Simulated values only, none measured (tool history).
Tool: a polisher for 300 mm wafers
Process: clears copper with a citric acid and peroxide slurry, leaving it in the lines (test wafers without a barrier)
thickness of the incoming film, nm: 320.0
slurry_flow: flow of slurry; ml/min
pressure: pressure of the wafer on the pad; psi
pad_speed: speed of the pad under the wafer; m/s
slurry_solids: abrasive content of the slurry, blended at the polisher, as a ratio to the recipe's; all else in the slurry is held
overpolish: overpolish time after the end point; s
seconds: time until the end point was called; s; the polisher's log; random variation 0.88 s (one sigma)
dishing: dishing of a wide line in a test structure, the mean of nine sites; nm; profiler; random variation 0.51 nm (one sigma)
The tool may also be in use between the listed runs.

run  hour  slurry_flow  pressure  pad_speed  slurry_solids  overpolish  seconds  dishing
  1   0.0          170       4.0       1.06           1.00          30  118.680   49.959
  2   6.8          170       4.5       1.06           1.00          30  103.700   56.034
  3   9.9          170       5.4       1.06           1.00          30   88.312   61.013
  4  13.0          175       5.3       1.06           1.00          25   88.932   54.613
  5  20.4          175       5.3       1.06           1.15          25   87.131   55.056
  6  22.0          200       5.3       1.06           1.15          25   85.750   56.964
  7  30.7          195       5.1       1.06           1.15          22   89.046   49.116
  8  32.4          195       5.0       1.06           1.15          21   89.712   48.138
  9  41.4          190       4.9       1.06           1.15          20   92.456   45.482
 10  49.2          185       4.8       1.06           1.15          19   94.822   42.533
 11  56.1          180       4.8       1.06           1.15          19   94.725   42.520

The next listed run, before its measurement:
 12  62.4          175       4.8       1.06           1.15          19        ?        ?

seconds: 94.353 s
dishing: 42.700 nm
